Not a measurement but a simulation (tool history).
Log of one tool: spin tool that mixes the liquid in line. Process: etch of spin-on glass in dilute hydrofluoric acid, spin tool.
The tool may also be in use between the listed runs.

run,hour,temperature setpoint of the liquid (°C),parts of water to one part of 49 % hydrofluoric acid (parts by volume),time under the liquid (s),thickness taken off the spin-on glass on a monitor wafer (Å)
1,0,25,290,250,215.6
2,5.1,25,290,270,231.82
3,9.1,27.5,290,270,250.26
4,16.4,27.5,355,270,189.34
5,20.9,31,355,270,215.65
6,23.6,29,360,270,200.6
7,31.8,28,360,270,193.3

Forecast run 8:
8,39.5,27,360,270,?

Run 8 gave thickness taken off the spin-on glass on a monitor wafer (Å) 185.82.
